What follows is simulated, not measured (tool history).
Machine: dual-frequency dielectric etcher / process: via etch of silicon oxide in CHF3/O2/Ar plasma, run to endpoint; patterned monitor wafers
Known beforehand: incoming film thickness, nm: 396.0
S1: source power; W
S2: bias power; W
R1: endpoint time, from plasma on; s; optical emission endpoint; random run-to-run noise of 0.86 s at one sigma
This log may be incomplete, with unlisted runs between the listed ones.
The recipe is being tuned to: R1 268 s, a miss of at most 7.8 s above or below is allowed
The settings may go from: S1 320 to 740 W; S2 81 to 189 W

run  hour   S1   S2      R1
  1     0  530  135  222.23
  2   4.9  480  127  238.48
  3   6.7  540  127  225.51
  4   9.1  490  123  239.93
  5  13.4  540  123  229.34
  6    19  450  123  247.28
  7  22.6  450  123  249.12
  8  31.4  430  122  255.03
  9  40.2  370  117  278.77
     45.8  -- bias power generator calibrated
 10  45.8  380  118  277.11

Consider the 5 candidate settings below. Which is the only one whose results all fall within their allowed miss of target?
  A  51.4  330  144   ?
  B  51.4  320  135   ?
  C  51.4  450   91   ?
  D  51.4  540   81   ?
  E  51.4  340  109   ?

move      R1
   A  269.71
   B  281.84
   C  289.96
   D  281.99
   E  302.93
A: each result inside its tolerance
B: its largest miss is bigger than the last run's
C: its largest miss is bigger than the last run's
D: its largest miss is bigger than the last run's
E: its largest miss is bigger than the last run's
The move that meets every target is A.

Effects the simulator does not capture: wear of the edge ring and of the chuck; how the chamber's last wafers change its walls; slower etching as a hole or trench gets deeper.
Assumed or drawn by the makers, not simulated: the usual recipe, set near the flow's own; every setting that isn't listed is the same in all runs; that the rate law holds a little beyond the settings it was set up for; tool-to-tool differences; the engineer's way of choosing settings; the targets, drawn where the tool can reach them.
